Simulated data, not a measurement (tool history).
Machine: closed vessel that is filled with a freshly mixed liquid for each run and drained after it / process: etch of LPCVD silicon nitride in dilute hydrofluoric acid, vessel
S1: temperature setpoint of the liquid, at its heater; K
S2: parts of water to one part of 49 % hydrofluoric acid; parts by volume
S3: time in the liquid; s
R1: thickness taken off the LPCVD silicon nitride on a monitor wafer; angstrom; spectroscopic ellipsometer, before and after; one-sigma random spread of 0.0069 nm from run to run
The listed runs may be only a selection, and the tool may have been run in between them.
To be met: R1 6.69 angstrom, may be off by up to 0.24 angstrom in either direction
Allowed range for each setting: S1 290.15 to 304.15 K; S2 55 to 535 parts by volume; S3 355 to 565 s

| run | hour | S1 | S2 | S3 | R1 |
|---|---|---|---|---|---|
| 1 | 0 | 296.15 | 295 | 565 | 7.9937 |
| 2 | 9.9 | 296.15 | 295 | 565 | 8.062 |
| 3 | 11.3 | 295.15 | 295 | 565 | 7.4385 |
| 4 | 18.9 | 295.15 | 295 | 355 | 4.6983 |
| 5 | 20.5 | 295.15 | 295 | 355 | 4.5885 |
| 6 | 23.3 | 295.15 | 355 | 355 | 3.9315 |
| 7 | 24.9 | 296.65 | 355 | 355 | 4.3485 |
| 8 | 30 | 298.15 | 355 | 355 | 4.6974 |
| 9 | 34.2 | 300.15 | 355 | 355 | 5.2493 |
|  | 39.4 | hydrofluoric acid flow meter replaced |
| 10 | 39.4 | 304.15 | 345 | 355 | 7.2506 |
| 11 | 45.6 | 303.65 | 345 | 355 | 7.1802 |

5 next moves are on the table. One of them brings every result within its allowed miss. Which?
| A | 51.8 | 300.65 | 430 | 500 | ? |
| B | 51.8 | 304.15 | 405 | 355 | ? |
| C | 51.8 | 304.15 | 425 | 365 | ? |
| D | 51.8 | 302.65 | 370 | 355 | ? |
| E | 51.8 | 304.15 | 480 | 490 | ? |

| move | R1 |
|---|---|
| A | 6.7691 |
| B | 6.2103 |
| C | 6.073 |
| D | 6.2731 |
| E | 7.1825 |
A: in spec on every target
B: takes the result that was furthest off past its target
C: takes the result that was furthest off past its target
D: takes the result that was furthest off past its target
E: about the same distance from the targets as the last run
Move A is the one to make.
